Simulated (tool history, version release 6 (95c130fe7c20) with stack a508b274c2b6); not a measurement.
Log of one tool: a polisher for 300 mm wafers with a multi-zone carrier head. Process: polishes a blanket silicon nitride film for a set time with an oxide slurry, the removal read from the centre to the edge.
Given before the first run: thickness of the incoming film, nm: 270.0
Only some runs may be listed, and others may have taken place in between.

run,hour,flow of slurry (ml/min),pressure of the head's centre zone,pressure of the head's middle zone,pressure of the head's edge zone,abrasive content of the slurry,polishing time (s),film removed at the wafer's centre (nm),film removed at mid-radius (nm),film removed at the wafer's edge (nm)
1,0,315,1,1,1,1,81,37.507,38.168,38.024
2,7.3,315,1.04,1,1,1,81,38.532,38.035,37.859
3,12.6,285,1.04,1,1,1,81,37.754,38.385,37.814
4,16.9,285,1.04,1,1,1,61,28.327,29.133,28.511
5,23.6,245,1.04,1,1,1,61,27.931,28.065,27.979
6,32.3,285,0.99,1.05,1.06,1.15,71,33.162,37.293,36.148
7,41.1,300,0.97,1.08,1.1,1.25,78,37.645,43.904,41.3

Run 8 has not been measured yet. What should we expect?
8,42.9,300,0.93,1.08,1.13,1.35,85,?,?,?

film removed at the wafer's centre (nm): 40.452
film removed at mid-radius (nm): 47.515
film removed at the wafer's edge (nm): 48.44
